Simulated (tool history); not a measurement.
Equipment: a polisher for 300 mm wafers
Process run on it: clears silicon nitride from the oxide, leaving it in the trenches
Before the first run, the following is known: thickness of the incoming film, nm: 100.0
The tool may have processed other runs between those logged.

run  hour  flow of slurry (ml/min)  pressure of the wafer on the pad (kPa)  speed of the pad under the wafer (cm/s)  overpolish time after the end point (s)  time until the end point was called (s)
  1     0                      145                                    17.9                                       92                                       25                                   128.84
  2   6.5                      145                                    17.2                                       92                                       25                                   135.66
  3  11.2                      145                                    17.2                                       92                                       26                                   134.36
  4  15.6                      145                                    16.5                                       92                                       26                                   140.85
  5  16.1                      145                                      20                                       92                                       26                                   121.05
  6  22.2                      145                                    23.4                                       92                                       26                                   103.06
  7  26.9                      145                                    22.1                                       92                                       26                                   109.96
  8  32.6                      145                                    21.4                                       92                                       26                                   113.78

Predict the results of run 9:
  9  35.3                      145                                    20.7                                       92                                       26                                        ?

time until the end point was called (s): 115.45
